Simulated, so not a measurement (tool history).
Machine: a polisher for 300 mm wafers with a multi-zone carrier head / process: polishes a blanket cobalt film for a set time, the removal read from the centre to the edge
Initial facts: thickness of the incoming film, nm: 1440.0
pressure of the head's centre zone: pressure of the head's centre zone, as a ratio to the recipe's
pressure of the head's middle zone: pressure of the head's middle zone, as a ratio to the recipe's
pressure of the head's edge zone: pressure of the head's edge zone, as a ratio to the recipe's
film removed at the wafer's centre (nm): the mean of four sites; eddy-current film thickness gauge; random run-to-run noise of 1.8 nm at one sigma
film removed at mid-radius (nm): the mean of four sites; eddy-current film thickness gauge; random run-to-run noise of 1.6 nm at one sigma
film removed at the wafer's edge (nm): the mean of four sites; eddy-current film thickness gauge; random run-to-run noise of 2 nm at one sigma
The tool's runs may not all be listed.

run    day  flow of slurry (ml/min)  pressure of the head's centre zone  pressure of the head's middle zone  pressure of the head's edge zone  polishing time (s)  film removed at the wafer's centre (nm)  film removed at mid-radius (nm)  film removed at the wafer's edge (nm)
  1      0                      225                                   1                                   1                                 1                  39                                   142.32                           140.63                                  143.4
  2  0.138                      265                                   1                                   1                                 1                  39                                   140.43                           143.78                                 142.64
  3  0.179                      270                                   1                                1.03                              1.01                  40                                   143.32                           149.52                                 145.71
  4  0.325                      275                                0.99                                1.05                              1.01                  41                                   146.07                           156.25                                 153.42
  5    0.4                      275                                0.94                                1.05                              1.01                  41                                    136.6                           157.99                                 151.08
  6  0.771                      280                                0.94                                1.07                              1.01                  42                                   143.45                            162.5                                 154.41

Run 7 comes next. What will it give?
  7  0.975                      285                                0.94                                1.09                              1.01                  43                                        ?                                ?                                      ?

film removed at the wafer's centre (nm): 144.76
film removed at mid-radius (nm): 168.35
film removed at the wafer's edge (nm): 158.22
